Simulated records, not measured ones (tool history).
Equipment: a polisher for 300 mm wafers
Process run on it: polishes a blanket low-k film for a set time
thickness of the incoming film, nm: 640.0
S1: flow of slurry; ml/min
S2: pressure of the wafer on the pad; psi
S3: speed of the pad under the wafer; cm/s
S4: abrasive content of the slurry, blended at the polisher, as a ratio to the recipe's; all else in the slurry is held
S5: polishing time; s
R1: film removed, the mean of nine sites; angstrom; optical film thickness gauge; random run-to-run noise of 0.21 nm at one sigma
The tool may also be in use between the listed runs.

{"run": 1, "hour": 0.0, "S1": 290, "S2": 1.8, "S3": 124, "S4": 1, "S5": 36, "R1": 128.77}
{"run": 2, "hour": 7.8, "S1": 290, "S2": 1.8, "S3": 124, "S4": 0.8, "S5": 36, "R1": 120.73}
{"run": 3, "hour": 15.0, "S1": 290, "S2": 1.9, "S3": 124, "S4": 0.8, "S5": 36, "R1": 125.11}
{"run": 4, "hour": 20.6, "S1": 290, "S2": 2, "S3": 124, "S4": 0.8, "S5": 36, "R1": 133.61}
{"hour": 29.0, "done": "slurry nozzle cleaned"}
{"run": 5, "hour": 29.0, "S1": 290, "S2": 2.1, "S3": 124, "S4": 0.8, "S5": 36, "R1": 140.24}
{"run": 6, "hour": 30.4, "S1": 290, "S2": 2.1, "S3": 124, "S4": 0.8, "S5": 32, "R1": 125.35}
{"run": 7, "hour": 36.7, "S1": 290, "S2": 2.2, "S3": 124, "S4": 0.8, "S5": 32, "R1": 131.23}
{"run": 8, "hour": 45.3, "S1": 290, "S2": 2.3, "S3": 124, "S4": 0.8, "S5": 32, "R1": 137.47}

Predict the results of run 9:
{"run": 9, "hour": 50.9, "S1": 290, "S2": 2.4, "S3": 124, "S4": 0.8, "S5": 32, "R1": "?"}

R1: 141.17 angstrom
